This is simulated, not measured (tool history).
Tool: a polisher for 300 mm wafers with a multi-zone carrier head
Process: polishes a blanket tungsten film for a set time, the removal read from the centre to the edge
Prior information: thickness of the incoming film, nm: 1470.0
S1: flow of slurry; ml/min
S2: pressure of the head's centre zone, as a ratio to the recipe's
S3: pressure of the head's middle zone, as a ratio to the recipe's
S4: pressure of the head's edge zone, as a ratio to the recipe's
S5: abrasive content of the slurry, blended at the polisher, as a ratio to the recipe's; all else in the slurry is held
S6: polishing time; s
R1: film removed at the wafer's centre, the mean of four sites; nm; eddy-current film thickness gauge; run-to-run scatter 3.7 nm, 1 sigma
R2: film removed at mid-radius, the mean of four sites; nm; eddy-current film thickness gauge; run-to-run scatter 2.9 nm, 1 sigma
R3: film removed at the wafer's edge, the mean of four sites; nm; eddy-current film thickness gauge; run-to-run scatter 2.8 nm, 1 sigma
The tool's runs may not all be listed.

run	hour	S1	S2	S3	S4	S5	S6	R1	R2	R3
1	0.0	175	1.00	1.00	1.00	1.00	31	176.64	173.14	172.86
2	3.0	175	1.00	1.00	1.00	1.00	39	222.45	217.60	209.81
3	11.7	175	1.00	1.00	1.06	1.00	39	226.52	216.29	219.56
4	20.0	175	1.00	0.92	1.06	1.00	39	225.80	205.81	221.63
5	21.9	175	1.04	0.92	1.06	1.00	39	227.94	208.10	220.70
6	30.8	140	1.04	0.92	1.06	1.00	39	227.05	191.04	213.32
7	32.9	145	1.06	0.92	1.06	1.05	39	229.04	198.05	222.12

Estimate the outcome of run 8 from the log above:
8	39.5	185	1.16	0.94	0.96	0.95	42	?	?	?

R1: 281.13 nm
R2: 223.05 nm
R3: 227.95 nm
